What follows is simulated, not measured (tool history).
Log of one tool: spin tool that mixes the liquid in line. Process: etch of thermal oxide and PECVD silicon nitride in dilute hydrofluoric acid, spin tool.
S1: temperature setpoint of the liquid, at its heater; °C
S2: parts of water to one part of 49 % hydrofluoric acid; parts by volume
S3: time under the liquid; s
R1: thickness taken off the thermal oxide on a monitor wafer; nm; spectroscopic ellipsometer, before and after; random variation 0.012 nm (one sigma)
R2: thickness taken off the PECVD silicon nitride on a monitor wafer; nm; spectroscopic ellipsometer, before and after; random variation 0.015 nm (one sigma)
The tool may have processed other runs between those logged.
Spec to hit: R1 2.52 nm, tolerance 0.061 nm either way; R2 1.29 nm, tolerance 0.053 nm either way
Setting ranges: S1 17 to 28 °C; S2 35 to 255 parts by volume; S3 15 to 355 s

run 1 hour=0 | S1=20 S2=145 S3=180 | R1=4.8316 R2=2.0722
run 2 hour=3.7 | S1=20 S2=145 S3=215 | R1=5.7697 R2=2.4024
run 3 hour=4.9 | S1=21 S2=180 S3=215 | R1=4.6534 R2=2.158
run 4 hour=9.1 | S1=20.5 S2=205 S3=215 | R1=3.8909 R2=1.8391
run 5 hour=17.5 | S1=20.5 S2=185 S3=215 | R1=4.4277 R2=1.9439
run 6 hour=20.8 | S1=20.5 S2=155 S3=215 | R1=5.4515 R2=2.3908
run 7 hour=21.4 | S1=21 S2=190 S3=210 | R1=4.248 R2=1.9667
run 8 hour=24.1 | S1=21 S2=210 S3=205 | R1=3.6782 R2=1.7873
run 9 hour=32 | S1=20.5 S2=225 S3=200 | R1=3.2424 R2=1.5334
run 10 hour=34 | S1=21 S2=235 S3=195 | R1=3.0555 R2=1.4859
run 11 hour=40.3 | S1=21.5 S2=240 S3=190 | R1=2.9476 R2=1.4461
run 12 hour=44.6 | S1=21.5 S2=245 S3=185 | R1=2.8118 R2=1.4036
run 13 hour=49.7 | S1=21.5 S2=250 S3=180 | R1=2.6784 R2=1.2986
run 14 hour=55.1 | S1=22 S2=250 S3=175 | R1=2.6461 R2=1.3202

Pick the move, out of 4, that brings all results within their allowed miss; only one does.
run A hour=60.5 | S1=20 S2=235 S3=160 | R1=? R2=?
run B hour=60.5 | S1=24 S2=255 S3=150 | R1=? R2=?
run C hour=60.5 | S1=21 S2=255 S3=170 | R1=? R2=?
run D hour=60.5 | S1=23.5 S2=220 S3=135 | R1=? R2=?

move=A R1=2.4128 R2=1.1409
move=B R1=2.3679 R2=1.2724
move=C R1=2.4065 R2=1.1941
move=D R1=2.5147 R2=1.2844
A: takes the result that was furthest off past its target
B: takes the result that was furthest off past its target
C: takes the result that was furthest off past its target
D: all results in spec
Answer: D
